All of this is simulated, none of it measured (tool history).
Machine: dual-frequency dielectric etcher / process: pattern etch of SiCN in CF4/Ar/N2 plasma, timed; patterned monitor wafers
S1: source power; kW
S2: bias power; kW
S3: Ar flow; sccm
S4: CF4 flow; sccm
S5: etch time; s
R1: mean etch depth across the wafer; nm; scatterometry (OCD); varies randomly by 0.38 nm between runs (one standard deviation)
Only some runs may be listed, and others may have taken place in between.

run 1 hour=0.0 | S1=0.470 S2=0.078 S3=138 S4=68 S5=93.5 | R1=80.112
run 2 hour=7.4 | S1=0.460 S2=0.078 S3=138 S4=68 S5=93.5 | R1=77.854
run 3 hour=15.9 | S1=0.460 S2=0.078 S3=153 S4=68 S5=93.5 | R1=77.535
run 4 hour=16.7 | S1=0.460 S2=0.078 S3=153 S4=78 S5=93.5 | R1=78.350
run 5 hour=25.0 | S1=0.450 S2=0.078 S3=153 S4=78 S5=93.5 | R1=77.088
run 6 hour=31.2 | S1=0.450 S2=0.078 S3=153 S4=78 S5=93.5 | R1=77.334

What will run 7 give?
run 7 hour=37.5 | S1=0.440 S2=0.078 S3=153 S4=78 S5=93.5 | R1=?

Run 7 measured R1 74.531 nm.
